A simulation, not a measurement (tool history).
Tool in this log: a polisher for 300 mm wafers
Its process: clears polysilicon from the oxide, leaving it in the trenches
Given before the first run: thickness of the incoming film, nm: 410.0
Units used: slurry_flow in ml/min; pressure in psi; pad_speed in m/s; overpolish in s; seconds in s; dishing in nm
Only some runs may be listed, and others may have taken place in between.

{"run": 1, "hour": 0.0, "slurry_flow": 125, "pressure": 3.4, "pad_speed": 0.78, "overpolish": 8, "seconds": 30.691, "dishing": 45.322}
{"run": 2, "hour": 3.2, "slurry_flow": 125, "pressure": 3.4, "pad_speed": 0.78, "overpolish": 5, "seconds": 30.58, "dishing": 36.726}
{"run": 3, "hour": 7.9, "slurry_flow": 125, "pressure": 4.1, "pad_speed": 0.78, "overpolish": 5, "seconds": 25.774, "dishing": 41.4}
{"run": 4, "hour": 9.3, "slurry_flow": 125, "pressure": 4.1, "pad_speed": 0.88, "overpolish": 5, "seconds": 24.183, "dishing": 41.423}
{"run": 5, "hour": 15.2, "slurry_flow": 110, "pressure": 4.1, "pad_speed": 0.88, "overpolish": 5, "seconds": 24.288, "dishing": 40.791}
{"run": 6, "hour": 17.2, "slurry_flow": 115, "pressure": 4.3, "pad_speed": 0.88, "overpolish": 5, "seconds": 23.999, "dishing": 42.986}
{"run": 7, "hour": 20.2, "slurry_flow": 120, "pressure": 4.5, "pad_speed": 0.88, "overpolish": 5, "seconds": 22.248, "dishing": 43.201}

The next listed run, before its measurement:
{"run": 8, "hour": 25.0, "slurry_flow": 125, "pressure": 4.6, "pad_speed": 0.88, "overpolish": 5, "seconds": "?", "dishing": "?"}

Run 8 came out at seconds 21.11 s, dishing 43.724 nm.

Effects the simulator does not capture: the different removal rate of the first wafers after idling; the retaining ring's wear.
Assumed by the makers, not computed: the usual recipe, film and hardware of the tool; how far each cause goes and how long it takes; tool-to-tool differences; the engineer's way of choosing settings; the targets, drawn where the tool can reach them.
